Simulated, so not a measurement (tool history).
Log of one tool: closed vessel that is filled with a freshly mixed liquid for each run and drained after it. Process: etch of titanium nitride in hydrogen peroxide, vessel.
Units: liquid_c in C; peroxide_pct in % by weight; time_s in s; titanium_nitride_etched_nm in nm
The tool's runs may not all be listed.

run  hour  liquid_c  peroxide_pct  time_s  titanium_nitride_etched_nm
  1     0        49          19.5      55                      3.4657
  2   1.9        49          23.5      55                      3.6136
  3   5.4      50.5          23.5      55                      4.0624
  4  12.1      51.5          23.5      55                      4.2872
  5  15.4      51.5          19.5      55                      4.1462
  6  20.2      52.5          19.5      55                      4.4106

Run 7 comes next. What will it give?
  7  24.8      53.5          19.5      55                           ?

Run 7 gave titanium_nitride_etched_nm 4.7181 nm.
